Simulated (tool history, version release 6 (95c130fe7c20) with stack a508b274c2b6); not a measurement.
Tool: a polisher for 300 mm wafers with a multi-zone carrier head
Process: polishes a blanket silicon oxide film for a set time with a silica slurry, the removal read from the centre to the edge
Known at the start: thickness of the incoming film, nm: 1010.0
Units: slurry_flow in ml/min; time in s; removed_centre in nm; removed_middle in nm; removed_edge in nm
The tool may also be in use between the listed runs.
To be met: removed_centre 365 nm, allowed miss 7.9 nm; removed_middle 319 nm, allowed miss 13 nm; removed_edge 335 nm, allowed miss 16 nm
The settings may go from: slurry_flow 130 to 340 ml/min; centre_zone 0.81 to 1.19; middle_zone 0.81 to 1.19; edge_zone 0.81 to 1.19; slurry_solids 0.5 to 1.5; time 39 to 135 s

run	hour	slurry_flow	centre_zone	middle_zone	edge_zone	slurry_solids	time	removed_centre	removed_middle	removed_edge
1	0	220	1	1	1	1	87	239.3	239.56	253.64
2	8.4	220	1	1	1	1	68	190.37	187.19	195.33
3	13.6	180	1	1	1	1	68	182.27	177.32	191.61
4	17.2	180	1	1	1	0.8	68	160.1	159.28	168.11
5	19.1	215	1.05	1.03	1.04	1	70	203.5	194.57	205.37
6	20	215	1.05	1.11	1.04	1	70	201.02	207.03	205
7	22.5	245	1.09	1.11	1.08	1.15	72	233.96	234.98	236.62
8	27.7	265	1.12	1.09	1.08	1.25	75	261.61	253.03	256.32

5 next moves are on the table. One of them brings every result within its allowed miss. Which?
A	32.9	285	1.19	1.05	1.09	1.2	100	?	?	?
B	32.9	240	1.05	1.07	1.13	1.3	99	?	?	?
C	32.9	310	1.07	1.04	0.96	1	63	?	?	?
D	32.9	310	1.1	1.14	1.01	1.15	87	?	?	?
E	32.9	230	0.89	1.09	1.18	1.3	82	?	?	?

move	removed_centre	removed_middle	removed_edge
A	365.44	322.09	326.15
B	333.28	330.21	335.96
C	194.56	184.96	177.75
D	295.46	297.06	269.67
E	242.06	276.67	283.08
A: meets every target
B: nearer than the last run, and not there yet
C: further off than the last run
D: nearer than the last run, and not there yet
E: further off than the last run
Answer: A
